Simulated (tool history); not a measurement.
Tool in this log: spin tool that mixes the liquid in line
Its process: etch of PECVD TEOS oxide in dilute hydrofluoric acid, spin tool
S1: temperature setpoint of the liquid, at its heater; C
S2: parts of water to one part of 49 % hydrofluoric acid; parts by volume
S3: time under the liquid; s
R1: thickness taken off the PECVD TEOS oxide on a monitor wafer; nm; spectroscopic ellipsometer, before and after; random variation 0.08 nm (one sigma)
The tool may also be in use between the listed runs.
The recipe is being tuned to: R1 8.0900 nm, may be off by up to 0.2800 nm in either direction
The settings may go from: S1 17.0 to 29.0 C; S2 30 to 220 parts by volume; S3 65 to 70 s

run  hour    S1   S2  S3       R1
  1   0.0  21.0  125  65  11.6190
  2   1.1  20.0  130  65  10.4430
  3   5.1  18.0  130  65   9.7186
  4  10.5  18.0  135  65   9.3464
  5  13.7  18.0  115  65  11.1260
  6  14.7  18.0  120  65  10.6720
  7  15.9  18.0  125  65  10.3200
  8  23.7  18.0  130  65   9.7743

Pick the move, out of 4, that brings all results within their allowed miss; only one does.
  A  31.5  18.0  105  70   ?
  B  31.5  17.5  110  70   ?
  C  31.5  22.5  180  65   ?
  D  31.5  18.5  105  70   ?

move       R1
   A  13.3970
   B  12.4580
   C   8.0205
   D  13.6780
A: misses by more than the last run did
B: misses by more than the last run did
C: each result inside its tolerance
D: misses by more than the last run did
Move C is the one to make.
